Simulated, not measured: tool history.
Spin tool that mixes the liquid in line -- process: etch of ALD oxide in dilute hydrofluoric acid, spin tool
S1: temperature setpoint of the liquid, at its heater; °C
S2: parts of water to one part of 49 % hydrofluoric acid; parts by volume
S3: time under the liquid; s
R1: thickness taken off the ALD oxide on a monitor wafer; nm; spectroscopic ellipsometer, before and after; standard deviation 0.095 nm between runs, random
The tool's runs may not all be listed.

run  hour    S1   S2  S3       R1
  1   0.0  24.0  100  95  13.2080
  2   6.8  24.0  125  95  10.2890
  3   9.3  25.0  125  95  10.7030
  4  15.1  25.0  110  95  12.3440
  5  17.4  25.0  140  95   9.3157
  6  18.5  23.0  140  95   8.6986
  7  19.5  24.5  130  95  10.0300
  8  27.7  26.0  120  95  11.6520
  9  31.9  27.0  115  95  12.6320

Run 10 is up next; what results do you expect?
 10  39.1  28.0  110  95   ?

For run 10 the tool returned R1 13.9810 nm.
